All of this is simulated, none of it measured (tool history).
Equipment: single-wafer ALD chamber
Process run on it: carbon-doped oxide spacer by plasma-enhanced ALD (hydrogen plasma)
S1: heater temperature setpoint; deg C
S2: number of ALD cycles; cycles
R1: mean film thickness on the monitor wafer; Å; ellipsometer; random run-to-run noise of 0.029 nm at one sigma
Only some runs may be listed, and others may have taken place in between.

{"run": 1, "hour": 0.0, "S1": 380, "S2": 212, "R1": 104.0}
{"run": 2, "hour": 1.9, "S1": 380, "S2": 232, "R1": 113.74}
{"run": 3, "hour": 7.5, "S1": 380, "S2": 228, "R1": 111.81}
{"run": 4, "hour": 8.5, "S1": 388, "S2": 228, "R1": 112.25}
{"run": 5, "hour": 9.6, "S1": 381, "S2": 228, "R1": 112.1}
{"run": 6, "hour": 14.3, "S1": 374, "S2": 228, "R1": 112.1}
{"run": 7, "hour": 17.9, "S1": 374, "S2": 224, "R1": 110.33}

Estimate the outcome of run 8 from the log above:
{"run": 8, "hour": 26.3, "S1": 374, "S2": 190, "R1": "?"}

R1: 93.269 Å

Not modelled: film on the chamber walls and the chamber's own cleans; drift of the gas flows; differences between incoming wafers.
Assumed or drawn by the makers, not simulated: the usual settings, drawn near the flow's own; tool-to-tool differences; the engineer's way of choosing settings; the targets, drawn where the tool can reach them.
